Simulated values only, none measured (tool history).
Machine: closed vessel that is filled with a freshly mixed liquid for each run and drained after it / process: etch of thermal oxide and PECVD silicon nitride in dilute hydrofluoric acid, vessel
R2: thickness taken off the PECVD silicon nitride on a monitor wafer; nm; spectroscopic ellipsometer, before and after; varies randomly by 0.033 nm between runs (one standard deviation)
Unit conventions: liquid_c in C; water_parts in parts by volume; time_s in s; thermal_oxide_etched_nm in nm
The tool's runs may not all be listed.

Run 1, hour 0: liquid_c 23 C, water_parts 90 parts by volume, time_s 180 s. Result: thermal_oxide_etched_nm 8.5819 nm, R2 4.5461 nm.
Run 2, hour 1.1: liquid_c 23 C, water_parts 70 parts by volume, time_s 180 s. Result: thermal_oxide_etched_nm 11.261 nm, R2 5.8088 nm.
Run 3, hour 2.5: liquid_c 21.5 C, water_parts 70 parts by volume, time_s 180 s. Result: thermal_oxide_etched_nm 10.504 nm, R2 5.1776 nm.
Run 4, hour 10.7: liquid_c 21.5 C, water_parts 90 parts by volume, time_s 180 s. Result: thermal_oxide_etched_nm 8.1112 nm, R2 4.0624 nm.
Run 5, hour 15.3: liquid_c 22.5 C, water_parts 100 parts by volume, time_s 180 s. Result: thermal_oxide_etched_nm 7.4686 nm, R2 3.987 nm.
Run 6, hour 20.1: liquid_c 23 C, water_parts 105 parts by volume, time_s 185 s. Result: thermal_oxide_etched_nm 7.4471 nm, R2 3.988 nm.
Run 7, hour 24.1: liquid_c 23.5 C, water_parts 115 parts by volume, time_s 185 s. Result: thermal_oxide_etched_nm 6.8081 nm, R2 3.7486 nm.

What does the tool deliver on the next run?
Run 8, hour 30.4: liquid_c 23.5 C, water_parts 115 parts by volume, time_s 185 s. Result: thermal_oxide_etched_nm ?, R2 ?.

{"run 8": {"thermal_oxide_etched_nm": 6.8586, "R2": 3.7693}}

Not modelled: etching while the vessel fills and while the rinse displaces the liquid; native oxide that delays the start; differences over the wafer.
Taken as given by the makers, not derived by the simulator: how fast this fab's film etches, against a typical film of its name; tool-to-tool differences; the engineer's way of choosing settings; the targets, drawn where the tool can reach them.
